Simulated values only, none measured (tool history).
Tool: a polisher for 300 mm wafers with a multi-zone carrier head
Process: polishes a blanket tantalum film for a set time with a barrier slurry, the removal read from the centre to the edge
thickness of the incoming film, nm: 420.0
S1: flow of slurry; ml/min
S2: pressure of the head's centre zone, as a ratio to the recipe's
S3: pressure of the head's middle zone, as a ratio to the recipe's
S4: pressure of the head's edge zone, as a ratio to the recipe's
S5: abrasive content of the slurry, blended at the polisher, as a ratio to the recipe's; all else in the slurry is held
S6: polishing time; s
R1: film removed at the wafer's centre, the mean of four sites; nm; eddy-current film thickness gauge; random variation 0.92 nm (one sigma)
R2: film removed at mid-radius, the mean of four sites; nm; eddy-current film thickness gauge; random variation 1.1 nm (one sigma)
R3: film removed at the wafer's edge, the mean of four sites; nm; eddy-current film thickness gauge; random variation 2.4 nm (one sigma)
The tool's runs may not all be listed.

Run 1, hour 0: S1 285 ml/min, S2 1, S3 1, S4 1, S5 1, S6 89 s. Result: R1 113.99 nm, R2 118.62 nm, R3 121.38 nm.
Run 2, hour 1.2: S1 285 ml/min, S2 1, S3 1.05, S4 1, S5 1, S6 89 s. Result: R1 112.36 nm, R2 122.14 nm, R3 121.54 nm.
Run 3, hour 6.6: S1 285 ml/min, S2 1, S3 1.06, S4 1.03, S5 1.05, S6 90 s. Result: R1 117.3 nm, R2 128.5 nm, R3 125.57 nm.
Run 4, hour 12: S1 285 ml/min, S2 1, S3 1.06, S4 1.03, S5 1.05, S6 98 s. Result: R1 127.2 nm, R2 138.52 nm, R3 138.34 nm.
Run 5, hour 15.2: S1 285 ml/min, S2 0.99, S3 1.06, S4 1.05, S5 1.1, S6 99 s. Result: R1 129.96 nm, R2 143.85 nm, R3 143 nm.
Run 6, hour 15.9: S1 285 ml/min, S2 1.04, S3 1.06, S4 1.05, S5 1.1, S6 99 s. Result: R1 134.01 nm, R2 143.91 nm, R3 145.55 nm.
Run 7, hour 21.3: S1 265 ml/min, S2 0.95, S3 1.1, S4 1.15, S5 1.35, S6 100 s. Result: R1 134.61 nm, R2 159.41 nm, R3 160.53 nm.

The next listed run, before its measurement:
Run 8, hour 22.2: S1 270 ml/min, S2 0.95, S3 1.1, S4 1.16, S5 1.35, S6 100 s. Result: R1 ?, R2 ?, R3 ?.

{"run 8": {"R1": 134.72, "R2": 160.84, "R3": 158.2}}
